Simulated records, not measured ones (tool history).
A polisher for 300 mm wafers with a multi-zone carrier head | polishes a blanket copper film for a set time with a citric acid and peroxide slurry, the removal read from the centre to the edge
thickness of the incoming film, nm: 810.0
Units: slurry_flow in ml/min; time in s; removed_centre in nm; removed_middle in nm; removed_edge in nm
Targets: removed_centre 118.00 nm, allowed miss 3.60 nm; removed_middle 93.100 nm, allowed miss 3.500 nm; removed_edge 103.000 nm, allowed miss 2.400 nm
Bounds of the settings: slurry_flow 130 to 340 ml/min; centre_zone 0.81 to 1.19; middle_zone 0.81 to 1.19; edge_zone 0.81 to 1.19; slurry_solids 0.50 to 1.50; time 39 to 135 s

{"run": 1, "hour": 0.0, "slurry_flow": 220, "centre_zone": 1.0, "middle_zone": 1.0, "edge_zone": 1.0, "slurry_solids": 1.0, "time": 87, "removed_centre": 146.17, "removed_middle": 133.62, "removed_edge": 132.48}
{"run": 2, "hour": 7.3, "slurry_flow": 270, "centre_zone": 1.0, "middle_zone": 1.0, "edge_zone": 1.0, "slurry_solids": 1.0, "time": 87, "removed_centre": 150.28, "removed_middle": 137.04, "removed_edge": 133.9}
{"run": 3, "hour": 8.7, "slurry_flow": 270, "centre_zone": 1.0, "middle_zone": 1.0, "edge_zone": 1.06, "slurry_solids": 1.0, "time": 87, "removed_centre": 148.86, "removed_middle": 138.72, "removed_edge": 136.59}
{"run": 4, "hour": 13.6, "slurry_flow": 270, "centre_zone": 1.0, "middle_zone": 0.97, "edge_zone": 1.03, "slurry_solids": 0.9, "time": 85, "removed_centre": 142.69, "removed_middle": 127.05, "removed_edge": 131.34}
{"run": 5, "hour": 21.8, "slurry_flow": 270, "centre_zone": 1.0, "middle_zone": 0.97, "edge_zone": 1.12, "slurry_solids": 0.9, "time": 85, "removed_centre": 142.36, "removed_middle": 128.44, "removed_edge": 135.42}
{"run": 6, "hour": 29.8, "slurry_flow": 270, "centre_zone": 1.01, "middle_zone": 0.96, "edge_zone": 1.08, "slurry_solids": 0.8, "time": 83, "removed_centre": 140.81, "removed_middle": 124.13, "removed_edge": 126.57}
{"run": 7, "hour": 36.2, "slurry_flow": 265, "centre_zone": 1.0, "middle_zone": 0.93, "edge_zone": 1.04, "slurry_solids": 0.75, "time": 82, "removed_centre": 136.72, "removed_middle": 117.62, "removed_edge": 124.34}
{"hour": 42.6, "done": "centre zone pressure recalibrated"}
{"run": 8, "hour": 42.6, "slurry_flow": 220, "centre_zone": 1.04, "middle_zone": 0.88, "edge_zone": 0.94, "slurry_solids": 0.5, "time": 70, "removed_centre": 101.98, "removed_middle": 89.146, "removed_edge": 95.322}
{"run": 9, "hour": 48.6, "slurry_flow": 235, "centre_zone": 1.05, "middle_zone": 0.88, "edge_zone": 0.96, "slurry_solids": 0.5, "time": 70, "removed_centre": 105.07, "removed_middle": 89.345, "removed_edge": 96.975}
{"run": 10, "hour": 53.3, "slurry_flow": 250, "centre_zone": 1.06, "middle_zone": 0.88, "edge_zone": 0.97, "slurry_solids": 0.5, "time": 70, "removed_centre": 103.85, "removed_middle": 91.644, "removed_edge": 98.793}

4 next moves are on the table. One of them brings every result within its allowed miss. Which?
{"run": "A", "hour": 58.0, "slurry_flow": 230, "centre_zone": 1.13, "middle_zone": 0.87, "edge_zone": 0.98, "slurry_solids": 0.7, "time": 71, "removed_centre": "?", "removed_middle": "?", "removed_edge": "?"}
{"run": "B", "hour": 58.0, "slurry_flow": 130, "centre_zone": 1.17, "middle_zone": 0.84, "edge_zone": 0.83, "slurry_solids": 1.1, "time": 78, "removed_centre": "?", "removed_middle": "?", "removed_edge": "?"}
{"run": "C", "hour": 58.0, "slurry_flow": 210, "centre_zone": 1.13, "middle_zone": 0.81, "edge_zone": 0.91, "slurry_solids": 0.65, "time": 77, "removed_centre": "?", "removed_middle": "?", "removed_edge": "?"}
{"run": "D", "hour": 58.0, "slurry_flow": 200, "centre_zone": 1.15, "middle_zone": 0.91, "edge_zone": 0.96, "slurry_solids": 0.85, "time": 75, "removed_centre": "?", "removed_middle": "?", "removed_edge": "?"}

move=A removed_centre=119.25 removed_middle=92.547 removed_edge=104.140
move=B removed_centre=127.13 removed_middle=93.788 removed_edge=105.340
move=C removed_centre=126.44 removed_middle=92.721 removed_edge=108.030
move=D removed_centre=128.21 removed_middle=101.660 removed_edge=109.870
A: meets every target
B: takes the result that was furthest off past its target
C: takes the result that was furthest off past its target
D: takes the result that was furthest off past its target
The right move is A.
